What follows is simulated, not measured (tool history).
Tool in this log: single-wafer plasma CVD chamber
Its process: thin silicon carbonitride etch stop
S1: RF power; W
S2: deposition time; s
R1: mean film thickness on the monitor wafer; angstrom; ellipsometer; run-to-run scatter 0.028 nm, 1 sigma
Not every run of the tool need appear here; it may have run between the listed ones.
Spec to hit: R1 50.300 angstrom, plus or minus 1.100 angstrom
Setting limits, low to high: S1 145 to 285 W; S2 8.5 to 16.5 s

run,hour,S1,S2,R1
1,0.0,215,12.5,68.361
2,5.9,240,12.5,70.413
3,12.6,240,10.7,60.401
4,21.0,230,10.3,57.490
5,28.1,220,10.1,56.085
6,34.8,210,9.9,54.018
7,42.7,210,9.9,53.521
8,45.0,205,9.8,53.028
9,53.1,200,9.7,52.795

Below are 4 possible settings for the next run. Only one of them brings all results inside the allowed miss of their targets. Which is it?
A,61.2,180,9.6,?
B,61.2,195,9.1,?
C,61.2,215,8.7,?
D,61.2,230,8.7,?

move,R1
A,50.256
B,48.657
C,47.747
D,48.623
A: meets every target
B: carries the result that was furthest off beyond its target, to the other side
C: carries the result that was furthest off beyond its target, to the other side
D: carries the result that was furthest off beyond its target, to the other side
The right move is A.
